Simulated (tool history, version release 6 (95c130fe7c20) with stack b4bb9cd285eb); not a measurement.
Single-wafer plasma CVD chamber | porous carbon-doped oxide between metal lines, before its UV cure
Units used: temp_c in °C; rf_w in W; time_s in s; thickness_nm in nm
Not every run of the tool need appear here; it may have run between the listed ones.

{"run": 1, "hour": 0.0, "temp_c": 285, "rf_w": 430, "time_s": 33.5, "thickness_nm": 183.19}
{"run": 2, "hour": 3.4, "temp_c": 283, "rf_w": 435, "time_s": 33.5, "thickness_nm": 186.03}
{"run": 3, "hour": 5.7, "temp_c": 281, "rf_w": 440, "time_s": 33.5, "thickness_nm": 187.44}
{"run": 4, "hour": 9.7, "temp_c": 281, "rf_w": 410, "time_s": 33.5, "thickness_nm": 177.59}
{"run": 5, "hour": 11.6, "temp_c": 281, "rf_w": 410, "time_s": 31.9, "thickness_nm": 168.59}
{"run": 6, "hour": 14.0, "temp_c": 280, "rf_w": 420, "time_s": 32, "thickness_nm": 174.97}

Predict the results of run 7:
{"run": 7, "hour": 17.4, "temp_c": 268, "rf_w": 490, "time_s": 32.5, "thickness_nm": "?"}

{"run 7": {"thickness_nm": 217.27}}
